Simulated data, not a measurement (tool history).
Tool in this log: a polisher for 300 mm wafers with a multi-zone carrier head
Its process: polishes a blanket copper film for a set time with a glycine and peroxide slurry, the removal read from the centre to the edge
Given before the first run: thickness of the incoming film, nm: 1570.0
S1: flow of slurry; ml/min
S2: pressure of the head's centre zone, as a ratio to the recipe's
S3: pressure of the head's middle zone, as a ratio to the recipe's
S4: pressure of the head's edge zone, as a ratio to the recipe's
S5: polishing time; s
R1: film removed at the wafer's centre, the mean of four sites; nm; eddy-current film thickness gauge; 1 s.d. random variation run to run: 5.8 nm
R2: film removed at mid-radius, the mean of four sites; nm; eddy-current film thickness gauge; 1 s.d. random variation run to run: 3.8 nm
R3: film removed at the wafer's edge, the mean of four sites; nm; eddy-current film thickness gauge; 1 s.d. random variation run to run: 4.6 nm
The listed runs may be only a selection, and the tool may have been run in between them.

| run | hour | S1 | S2 | S3 | S4 | S5 | R1 | R2 | R3 |
|---|---|---|---|---|---|---|---|---|---|
| 1 | 0.0 | 120 | 1.00 | 1.00 | 1.00 | 81 | 389.20 | 383.76 | 379.01 |
| 2 | 4.8 | 120 | 1.06 | 1.00 | 1.00 | 81 | 405.00 | 387.74 | 382.82 |
| 3 | 11.1 | 130 | 1.08 | 0.99 | 1.03 | 85 | 445.32 | 414.95 | 418.89 |
| 4 | 15.2 | 140 | 1.10 | 0.98 | 1.05 | 87 | 468.99 | 423.94 | 440.95 |
| 5 | 17.9 | 140 | 1.10 | 0.98 | 1.01 | 87 | 474.43 | 424.93 | 431.78 |
| 6 | 23.4 | 145 | 1.12 | 0.98 | 1.03 | 89 | 501.58 | 433.72 | 444.89 |
| 7 | 28.5 | 150 | 1.13 | 0.98 | 1.06 | 91 | 520.57 | 447.02 | 465.45 |

Predict the results of run 8:
| 8 | 31.9 | 155 | 1.14 | 0.98 | 1.08 | 93 | ? | ? | ? |

{"run 8": {"R1": 536.88, "R2": 460.68, "R3": 483.54}}
